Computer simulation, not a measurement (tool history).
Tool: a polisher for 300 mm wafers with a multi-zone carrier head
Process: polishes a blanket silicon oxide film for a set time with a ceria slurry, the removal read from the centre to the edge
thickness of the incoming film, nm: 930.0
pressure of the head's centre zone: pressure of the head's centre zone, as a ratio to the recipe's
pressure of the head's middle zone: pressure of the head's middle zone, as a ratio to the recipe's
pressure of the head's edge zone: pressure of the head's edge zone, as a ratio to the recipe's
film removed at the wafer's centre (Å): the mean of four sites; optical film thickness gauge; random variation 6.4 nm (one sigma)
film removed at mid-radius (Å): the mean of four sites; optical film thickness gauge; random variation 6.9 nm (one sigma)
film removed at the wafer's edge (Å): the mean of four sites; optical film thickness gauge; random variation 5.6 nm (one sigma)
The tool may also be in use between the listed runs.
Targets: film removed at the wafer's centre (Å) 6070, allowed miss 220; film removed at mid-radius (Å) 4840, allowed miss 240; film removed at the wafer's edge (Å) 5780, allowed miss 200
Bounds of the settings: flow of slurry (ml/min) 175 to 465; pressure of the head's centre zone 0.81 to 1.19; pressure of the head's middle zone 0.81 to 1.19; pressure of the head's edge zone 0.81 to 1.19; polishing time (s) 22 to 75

run,hour,flow of slurry (ml/min),pressure of the head's centre zone,pressure of the head's middle zone,pressure of the head's edge zone,polishing time (s),film removed at the wafer's centre (Å),film removed at mid-radius (Å),film removed at the wafer's edge (Å)
1,0,295,1,1,1,48,3982.2,3857.4,3841.6
2,7.5,295,1.01,0.98,1.02,51,4231.1,3899,4141.8
3,14.6,295,1.01,0.98,1.09,51,4263,4078.8,4267.3
4,16.5,295,1.01,0.98,1.09,42,3505.3,3265.3,3517.8
5,21.5,295,1.01,0.98,1.09,36,3022.5,2782.4,3013.2
6,27.9,300,1.03,0.97,1.1,40,3305.3,3070.5,3392.9
7,30.5,300,1.03,0.97,1.1,40,3383.2,3125.4,3358.9
8,37.6,300,1.05,0.95,1.11,44,3795.6,3301.8,3716.4
9,43,305,1.06,0.94,1.12,47,4076.1,3549.2,4041.4
10,48,310,1.08,0.94,1.13,49,4271.6,3622.9,4172.6
11,54.9,320,1.13,0.93,1.16,63,5764.7,4694.4,5360.6

4 next moves are on the table. One of them brings every result within its allowed miss. Which?
A,61.8,270,1.19,1.05,0.99,60,?,?,?
B,61.8,320,1.14,0.91,1.19,65,?,?,?
C,61.8,380,1.15,1.07,1.05,59,?,?,?
D,61.8,385,1.15,1.02,1.19,59,?,?,?

move,film removed at the wafer's centre (Å),film removed at mid-radius (Å),film removed at the wafer's edge (Å)
A,5706.3,4740.5,4723.8
B,6081.9,4640.6,5704.4
C,5662.5,4901.5,4905.4
D,5667.1,4710.8,5236.5
A: further off than the last run
B: meets every target
C: further off than the last run
D: further off than the last run
Move B is the one to make.
